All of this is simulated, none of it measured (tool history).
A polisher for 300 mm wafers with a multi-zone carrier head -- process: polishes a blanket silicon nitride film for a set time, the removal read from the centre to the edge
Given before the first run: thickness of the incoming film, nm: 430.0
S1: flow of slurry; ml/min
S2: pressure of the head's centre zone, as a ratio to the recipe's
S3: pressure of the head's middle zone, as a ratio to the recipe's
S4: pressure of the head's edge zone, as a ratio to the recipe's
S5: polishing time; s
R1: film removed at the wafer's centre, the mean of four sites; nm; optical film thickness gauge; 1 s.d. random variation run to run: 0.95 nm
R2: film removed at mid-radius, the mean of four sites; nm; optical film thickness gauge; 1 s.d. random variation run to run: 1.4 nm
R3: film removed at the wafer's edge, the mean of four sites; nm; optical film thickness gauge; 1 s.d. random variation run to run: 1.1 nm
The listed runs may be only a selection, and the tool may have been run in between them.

| run | hour | S1 | S2 | S3 | S4 | S5 | R1 | R2 | R3 |
|---|---|---|---|---|---|---|---|---|---|
| 1 | 0 | 315 | 1 | 1 | 1 | 66 | 157.26 | 157 | 166.82 |
| 2 | 2.6 | 365 | 1 | 1 | 1 | 66 | 161.67 | 160.24 | 166.34 |
| 3 | 5.5 | 370 | 0.95 | 1 | 0.97 | 60 | 140.05 | 144.55 | 148.02 |
| 4 | 9 | 360 | 0.91 | 1.01 | 0.94 | 57 | 125.69 | 144.17 | 139.89 |
| 5 | 10.1 | 365 | 0.89 | 0.99 | 0.92 | 54 | 118.7 | 130.52 | 128.68 |
|  | 18.1 | edge zone pressure recalibrated |
| 6 | 18.1 | 350 | 0.87 | 0.99 | 0.91 | 53 | 112.12 | 127.54 | 122.97 |
| 7 | 27 | 330 | 0.86 | 0.99 | 0.91 | 53 | 109.34 | 127.85 | 123.32 |

Expected results for the next run?
| 8 | 28 | 315 | 0.85 | 0.98 | 0.9 | 53 | ? | ? | ? |

Run 8 gave R1 106.32 nm, R2 124.36 nm, R3 123.12 nm.
